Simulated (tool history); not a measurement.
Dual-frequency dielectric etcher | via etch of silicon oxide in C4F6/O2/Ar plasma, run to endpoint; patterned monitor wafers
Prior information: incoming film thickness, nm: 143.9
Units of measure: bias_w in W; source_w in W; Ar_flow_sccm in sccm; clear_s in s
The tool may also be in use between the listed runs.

| run | hour | bias_w | source_w | Ar_flow_sccm | clear_s |
|---|---|---|---|---|---|
| 1 | 0.0 | 564 | 400 | 364 | 28.805 |
| 2 | 4.6 | 514 | 380 | 368 | 30.558 |
| 3 | 11.2 | 475 | 370 | 370 | 31.162 |
| 4 | 12.2 | 446 | 350 | 375 | 32.922 |
| 5 | 15.2 | 423 | 350 | 376 | 33.249 |
| 6 | 22.2 | 423 | 350 | 313 | 32.739 |
| 7 | 31.1 | 404 | 340 | 315 | 33.376 |
| 8 | 36.9 | 389 | 330 | 316 | 34.253 |
| 9 | 40.6 | 378 | 330 | 316 | 34.479 |
| 10 | 43.5 | 369 | 330 | 316 | 34.848 |

Expected results for the next run?
| 11 | 48.8 | 363 | 330 | 316 | ? |

{"run 11": {"clear_s": 35.045}}
